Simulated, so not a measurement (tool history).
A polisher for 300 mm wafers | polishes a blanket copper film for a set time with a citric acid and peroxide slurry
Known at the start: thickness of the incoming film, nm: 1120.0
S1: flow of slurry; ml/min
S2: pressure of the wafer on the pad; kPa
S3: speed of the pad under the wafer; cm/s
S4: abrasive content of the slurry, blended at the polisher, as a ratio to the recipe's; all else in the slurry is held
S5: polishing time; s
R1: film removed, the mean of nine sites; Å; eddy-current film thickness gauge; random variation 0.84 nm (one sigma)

{"run": 1, "hour": 0.0, "S1": 225, "S2": 16.5, "S3": 120, "S4": 1, "S5": 37, "R1": 935.99}
{"run": 2, "hour": 6.1, "S1": 225, "S2": 16.5, "S3": 120, "S4": 0.9, "S5": 37, "R1": 921.78}
{"run": 3, "hour": 10.6, "S1": 225, "S2": 16.5, "S3": 120, "S4": 0.9, "S5": 33, "R1": 823.22}
{"run": 4, "hour": 16.4, "S1": 225, "S2": 16.5, "S3": 102, "S4": 0.9, "S5": 33, "R1": 702.72}
{"run": 5, "hour": 20.3, "S1": 225, "S2": 16.5, "S3": 102, "S4": 0.7, "S5": 33, "R1": 673.27}
{"run": 6, "hour": 26.2, "S1": 170, "S2": 16.5, "S3": 102, "S4": 0.7, "S5": 33, "R1": 650.88}
{"run": 7, "hour": 30.2, "S1": 180, "S2": 18.6, "S3": 102, "S4": 0.7, "S5": 33, "R1": 710.15}

Forecast run 8:
{"run": 8, "hour": 36.6, "S1": 195, "S2": 20, "S3": 104, "S4": 0.7, "S5": 33, "R1": "?"}

Run 8 gave R1 755.74 Å.
